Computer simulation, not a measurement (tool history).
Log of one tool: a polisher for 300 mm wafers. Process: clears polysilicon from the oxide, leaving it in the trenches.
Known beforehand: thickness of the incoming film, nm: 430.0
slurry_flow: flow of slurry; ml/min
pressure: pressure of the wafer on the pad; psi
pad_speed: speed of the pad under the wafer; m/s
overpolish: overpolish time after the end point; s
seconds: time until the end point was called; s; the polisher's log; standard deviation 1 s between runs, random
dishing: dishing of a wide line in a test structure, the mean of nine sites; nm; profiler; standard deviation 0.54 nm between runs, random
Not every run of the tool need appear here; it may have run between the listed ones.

| run | hour | slurry_flow | pressure | pad_speed | overpolish | seconds | dishing |
|---|---|---|---|---|---|---|---|
| 1 | 0.0 | 220 | 2.0 | 0.92 | 18 | 45.297 | 75.780 |
| 2 | 6.2 | 195 | 2.0 | 0.92 | 18 | 46.099 | 74.098 |
| 3 | 7.3 | 180 | 1.9 | 0.92 | 15 | 48.694 | 68.452 |
| 4 | 12.4 | 180 | 1.9 | 0.92 | 20 | 49.488 | 78.772 |
| 5 | 14.3 | 180 | 1.9 | 0.92 | 27 | 50.097 | 83.863 |
| 6 | 16.1 | 210 | 2.0 | 0.80 | 22 | 50.707 | 80.304 |
| 7 | 23.9 | 190 | 1.7 | 0.92 | 18 | 54.556 | 71.869 |
| 8 | 28.2 | 190 | 1.7 | 0.92 | 18 | 53.708 | 71.083 |
| 9 | 29.0 | 175 | 1.5 | 0.98 | 15 | 60.018 | 61.275 |

Run 10 has not been measured yet. What should we expect?
| 10 | 37.7 | 165 | 1.4 | 1.08 | 13 | ? | ? |

For run 10 the tool returned seconds 59.393 s, dishing 56.648 nm.
